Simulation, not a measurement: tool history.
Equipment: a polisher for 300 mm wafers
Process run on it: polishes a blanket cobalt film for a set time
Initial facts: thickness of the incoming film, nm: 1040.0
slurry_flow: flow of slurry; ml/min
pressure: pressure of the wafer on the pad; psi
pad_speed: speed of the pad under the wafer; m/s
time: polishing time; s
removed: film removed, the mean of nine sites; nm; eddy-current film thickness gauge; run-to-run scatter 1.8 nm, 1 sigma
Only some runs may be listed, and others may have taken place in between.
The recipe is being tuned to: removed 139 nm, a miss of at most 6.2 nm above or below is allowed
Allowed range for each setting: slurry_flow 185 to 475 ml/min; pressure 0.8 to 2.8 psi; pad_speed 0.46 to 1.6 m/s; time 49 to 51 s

Run 1, hour 0: slurry_flow 305 ml/min, pressure 1.8 psi, pad_speed 1.02 m/s, time 49 s. Result: removed 185.42 nm.
Run 2, hour 1.8: slurry_flow 330 ml/min, pressure 1.8 psi, pad_speed 1.02 m/s, time 49 s. Result: removed 186.44 nm.
Run 3, hour 3: slurry_flow 330 ml/min, pressure 1.7 psi, pad_speed 1.02 m/s, time 49 s. Result: removed 176.67 nm.
Run 4, hour 3.7: slurry_flow 365 ml/min, pressure 1.7 psi, pad_speed 1.02 m/s, time 49 s. Result: removed 175.61 nm.
Run 5, hour 11.8: slurry_flow 365 ml/min, pressure 1.7 psi, pad_speed 1.02 m/s, time 49 s. Result: removed 175.98 nm.
Run 6, hour 17.5: slurry_flow 365 ml/min, pressure 1.6 psi, pad_speed 1.02 m/s, time 49 s. Result: removed 167.91 nm.
Run 7, hour 26.3: slurry_flow 365 ml/min, pressure 1.6 psi, pad_speed 1.02 m/s, time 49 s. Result: removed 171.32 nm.
Run 8, hour 29.8: slurry_flow 365 ml/min, pressure 1.5 psi, pad_speed 1.02 m/s, time 49 s. Result: removed 161.7 nm.
Run 9, hour 38.7: slurry_flow 365 ml/min, pressure 1.4 psi, pad_speed 1.02 m/s, time 49 s. Result: removed 148.61 nm.

Which of these 4 next moves meets every target?
Run A, hour 47.6: slurry_flow 340 ml/min, pressure 1.4 psi, pad_speed 1.08 m/s, time 49 s. Result: removed ?.
Run B, hour 47.6: slurry_flow 330 ml/min, pressure 1.6 psi, pad_speed 0.9 m/s, time 51 s. Result: removed ?.
Run C, hour 47.6: slurry_flow 370 ml/min, pressure 1.4 psi, pad_speed 1.04 m/s, time 49 s. Result: removed ?.
Run D, hour 47.6: slurry_flow 470 ml/min, pressure 1.3 psi, pad_speed 1 m/s, time 49 s. Result: removed ?.

move  removed
   A   159.99
   B   156.13
   C   155.15
   D   142.54
A: misses by more than the last run did
B: misses by more than the last run did
C: misses by more than the last run did
D: hits every target within its allowed miss
So the answer is move D, the one that meets all the targets.

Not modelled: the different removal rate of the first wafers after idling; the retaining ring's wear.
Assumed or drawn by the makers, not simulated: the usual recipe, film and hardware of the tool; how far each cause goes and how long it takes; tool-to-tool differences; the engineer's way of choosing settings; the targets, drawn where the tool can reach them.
